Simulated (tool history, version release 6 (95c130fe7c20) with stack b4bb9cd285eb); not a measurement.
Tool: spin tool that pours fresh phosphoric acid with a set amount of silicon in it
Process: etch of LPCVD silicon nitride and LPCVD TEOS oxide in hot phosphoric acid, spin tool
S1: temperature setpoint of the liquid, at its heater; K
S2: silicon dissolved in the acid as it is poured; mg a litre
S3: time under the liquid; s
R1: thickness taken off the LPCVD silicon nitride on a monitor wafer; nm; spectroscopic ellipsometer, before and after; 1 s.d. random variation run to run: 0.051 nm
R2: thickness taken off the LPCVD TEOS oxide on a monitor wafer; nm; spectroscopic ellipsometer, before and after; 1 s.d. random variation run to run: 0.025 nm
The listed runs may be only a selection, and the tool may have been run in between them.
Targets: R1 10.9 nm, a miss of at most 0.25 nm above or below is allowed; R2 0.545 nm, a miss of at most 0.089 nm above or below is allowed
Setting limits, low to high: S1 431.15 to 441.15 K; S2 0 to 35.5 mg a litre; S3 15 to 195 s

| run | hour | S1 | S2 | S3 | R1 | R2 |
|---|---|---|---|---|---|---|
| 1 | 0 | 436.15 | 15.5 | 100 | 9.4607 | 0.56993 |
| 2 | 8.7 | 437.15 | 15.5 | 100 | 9.6931 | 0.69047 |
| 3 | 14.1 | 437.15 | 15.5 | 75 | 7.2944 | 0.43904 |
| 4 | 15.7 | 435.65 | 15.5 | 75 | 6.9963 | 0.4552 |
| 5 | 20.2 | 435.65 | 10 | 75 | 6.9531 | 0.47526 |
| 6 | 28.7 | 435.65 | 10 | 55 | 5.1289 | 0.38573 |
| 7 | 29.8 | 438.15 | 20 | 105 | 10.52 | 0.67034 |
| 8 | 32.8 | 438.15 | 23 | 105 | 10.598 | 0.60387 |
| 9 | 40.7 | 438.15 | 24.5 | 105 | 10.568 | 0.54798 |
| 10 | 44.6 | 438.15 | 25 | 105 | 10.601 | 0.5467 |
| 11 | 46.3 | 438.15 | 25.5 | 105 | 10.707 | 0.62375 |
| 12 | 55.2 | 438.15 | 28.5 | 105 | 10.611 | 0.54149 |

Of the 4 settings listed for the next run, only one would bring every result within its allowed miss of target. Which one?
| A | 64.1 | 440.65 | 28 | 100 | ? | ? |
| B | 64.1 | 438.65 | 22.5 | 100 | ? | ? |
| C | 64.1 | 437.15 | 29 | 105 | ? | ? |
| D | 64.1 | 438.15 | 22.5 | 100 | ? | ? |

| move | R1 | R2 |
|---|---|---|
| A | 11.023 | 0.5352 |
| B | 10.327 | 0.55791 |
| C | 10.322 | 0.42035 |
| D | 10.159 | 0.53809 |
A: all results in spec
B: its largest miss is bigger than the last run's
C: its largest miss is bigger than the last run's
D: its largest miss is bigger than the last run's
Move A is the one to make.
